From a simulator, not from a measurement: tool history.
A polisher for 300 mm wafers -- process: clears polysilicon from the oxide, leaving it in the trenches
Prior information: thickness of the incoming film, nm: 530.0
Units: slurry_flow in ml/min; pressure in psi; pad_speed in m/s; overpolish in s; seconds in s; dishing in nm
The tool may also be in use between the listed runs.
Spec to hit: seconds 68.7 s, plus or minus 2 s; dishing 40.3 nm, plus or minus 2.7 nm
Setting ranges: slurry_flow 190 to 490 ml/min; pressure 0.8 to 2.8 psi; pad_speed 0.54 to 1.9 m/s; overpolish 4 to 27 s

Run 1, hour 0: slurry_flow 315 ml/min, pressure 1.8 psi, pad_speed 1.22 m/s, overpolish 14 s. Result: seconds 38.152 s, dishing 47.844 nm.
Run 2, hour 7.4: slurry_flow 315 ml/min, pressure 2.2 psi, pad_speed 1.22 m/s, overpolish 14 s. Result: seconds 33.127 s, dishing 47.611 nm.
Run 3, hour 8.8: slurry_flow 315 ml/min, pressure 1.9 psi, pad_speed 1.16 m/s, overpolish 12 s. Result: seconds 38.245 s, dishing 46.122 nm.
Run 4, hour 12.1: slurry_flow 315 ml/min, pressure 1.7 psi, pad_speed 1.1 m/s, overpolish 10 s. Result: seconds 43.608 s, dishing 43.515 nm.
Run 5, hour 15.6: slurry_flow 315 ml/min, pressure 1.5 psi, pad_speed 1.08 m/s, overpolish 10 s. Result: seconds 47.656 s, dishing 42.474 nm.
Run 6, hour 23.7: slurry_flow 315 ml/min, pressure 1.5 psi, pad_speed 1.08 m/s, overpolish 6 s. Result: seconds 46.626 s, dishing 32.896 nm.
Run 7, hour 30.5: slurry_flow 315 ml/min, pressure 1.4 psi, pad_speed 1.06 m/s, overpolish 7 s. Result: seconds 50.607 s, dishing 34.655 nm.
Run 8, hour 37.8: slurry_flow 315 ml/min, pressure 1.3 psi, pad_speed 1.06 m/s, overpolish 8 s. Result: seconds 52.419 s, dishing 37.041 nm.
Run 9, hour 41.8: slurry_flow 315 ml/min, pressure 1.2 psi, pad_speed 1.04 m/s, overpolish 8 s. Result: seconds 55.646 s, dishing 36.418 nm.
Run 10, hour 42.9: slurry_flow 315 ml/min, pressure 1.1 psi, pad_speed 1.04 m/s, overpolish 9 s. Result: seconds 57.427 s, dishing 36.617 nm.
Run 11, hour 43.5: slurry_flow 315 ml/min, pressure 1 psi, pad_speed 1.02 m/s, overpolish 10 s. Result: seconds 62.183 s, dishing 38.919 nm.
Run 12, hour 50.9: slurry_flow 315 ml/min, pressure 0.9 psi, pad_speed 1.02 m/s, overpolish 11 s. Result: seconds 65.644 s, dishing 38.163 nm.
Run 13, hour 55.7: slurry_flow 315 ml/min, pressure 0.9 psi, pad_speed 1.02 m/s, overpolish 12 s. Result: seconds 65.626 s, dishing 39.117 nm.
Run 14, hour 56.5: slurry_flow 315 ml/min, pressure 0.9 psi, pad_speed 1.02 m/s, overpolish 13 s. Result: seconds 64.82 s, dishing 41.51 nm.

Which one of the following 4 next-run settings gets every result inside its allowed miss? There is exactly one.
Run A, hour 57.3: slurry_flow 310 ml/min, pressure 0.9 psi, pad_speed 1.16 m/s, overpolish 11 s. Result: seconds ?, dishing ?.
Run B, hour 57.3: slurry_flow 335 ml/min, pressure 1 psi, pad_speed 0.92 m/s, overpolish 13 s. Result: seconds ?, dishing ?.
Run C, hour 57.3: slurry_flow 310 ml/min, pressure 1 psi, pad_speed 1.06 m/s, overpolish 10 s. Result: seconds ?, dishing ?.
Run D, hour 57.3: slurry_flow 295 ml/min, pressure 0.9 psi, pad_speed 1.04 m/s, overpolish 11 s. Result: seconds ?, dishing ?.

move  seconds  dishing
   A   58.079   41.184
   B   68.678   41.175
   C   60.343   39.068
   D    64.86   39.447
A: the biggest miss grows against the last run
B: every result lands within tolerance
C: the biggest miss grows against the last run
D: roughly where the last run was
B is the move that brings every result within its allowed miss.
